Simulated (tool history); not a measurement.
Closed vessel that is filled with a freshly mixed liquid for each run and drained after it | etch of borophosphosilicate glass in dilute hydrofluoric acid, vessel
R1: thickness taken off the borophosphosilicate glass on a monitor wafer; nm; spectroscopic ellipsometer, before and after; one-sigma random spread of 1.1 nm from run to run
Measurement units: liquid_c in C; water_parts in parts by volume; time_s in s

{"run": 1, "hour": 0.0, "liquid_c": 21, "water_parts": 265, "time_s": 565, "R1": 83.9}
{"run": 2, "hour": 2.4, "liquid_c": 19.5, "water_parts": 265, "time_s": 565, "R1": 80.546}
{"run": 3, "hour": 6.8, "liquid_c": 22, "water_parts": 265, "time_s": 565, "R1": 87.765}
{"run": 4, "hour": 14.8, "liquid_c": 22, "water_parts": 265, "time_s": 565, "R1": 87.379}
{"run": 5, "hour": 24.0, "liquid_c": 25, "water_parts": 265, "time_s": 565, "R1": 96.442}
{"run": 6, "hour": 28.3, "liquid_c": 25.5, "water_parts": 260, "time_s": 565, "R1": 101.29}

What does the tool deliver on the next run?
{"run": 7, "hour": 32.6, "liquid_c": 26, "water_parts": 260, "time_s": 565, "R1": "?"}

R1: 100.95 nm
